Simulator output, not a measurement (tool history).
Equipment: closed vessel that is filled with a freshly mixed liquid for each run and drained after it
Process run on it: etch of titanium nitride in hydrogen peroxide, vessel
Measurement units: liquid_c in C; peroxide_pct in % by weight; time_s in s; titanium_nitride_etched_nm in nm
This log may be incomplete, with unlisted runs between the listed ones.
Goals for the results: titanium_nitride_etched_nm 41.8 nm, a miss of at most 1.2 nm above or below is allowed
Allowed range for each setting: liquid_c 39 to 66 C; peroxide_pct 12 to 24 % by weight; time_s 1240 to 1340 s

{"run": 1, "hour": 0.0, "liquid_c": 55, "peroxide_pct": 16, "time_s": 1240, "titanium_nitride_etched_nm": 76.361}
{"run": 2, "hour": 2.0, "liquid_c": 52, "peroxide_pct": 16, "time_s": 1240, "titanium_nitride_etched_nm": 61.657}
{"run": 3, "hour": 10.3, "liquid_c": 50, "peroxide_pct": 16, "time_s": 1240, "titanium_nitride_etched_nm": 53.971}
{"run": 4, "hour": 18.3, "liquid_c": 49, "peroxide_pct": 16, "time_s": 1240, "titanium_nitride_etched_nm": 50.066}
{"run": 5, "hour": 26.5, "liquid_c": 48, "peroxide_pct": 16, "time_s": 1240, "titanium_nitride_etched_nm": 46.106}
{"run": 6, "hour": 28.4, "liquid_c": 48, "peroxide_pct": 16, "time_s": 1240, "titanium_nitride_etched_nm": 46.399}
{"run": 7, "hour": 32.4, "liquid_c": 47.5, "peroxide_pct": 16, "time_s": 1240, "titanium_nitride_etched_nm": 44.814}
{"run": 8, "hour": 41.6, "liquid_c": 47, "peroxide_pct": 16, "time_s": 1240, "titanium_nitride_etched_nm": 43.049}

4 next moves are on the table. One of them brings every result within its allowed miss. Which?
{"run": "A", "hour": 50.8, "liquid_c": 47.5, "peroxide_pct": 16, "time_s": 1240, "titanium_nitride_etched_nm": "?"}
{"run": "B", "hour": 50.8, "liquid_c": 46, "peroxide_pct": 15.5, "time_s": 1245, "titanium_nitride_etched_nm": "?"}
{"run": "C", "hour": 50.8, "liquid_c": 45, "peroxide_pct": 18.5, "time_s": 1255, "titanium_nitride_etched_nm": "?"}
{"run": "D", "hour": 50.8, "liquid_c": 47, "peroxide_pct": 14, "time_s": 1240, "titanium_nitride_etched_nm": "?"}

move=A titanium_nitride_etched_nm=44.629
move=B titanium_nitride_etched_nm=39.851
move=C titanium_nitride_etched_nm=38.721
move=D titanium_nitride_etched_nm=41.827
A: its largest miss is bigger than the last run's
B: the result that was furthest off in the last run now lies on the other side of its target
C: the result that was furthest off in the last run now lies on the other side of its target
D: every result within its allowed miss
Go with D: it meets all targets.
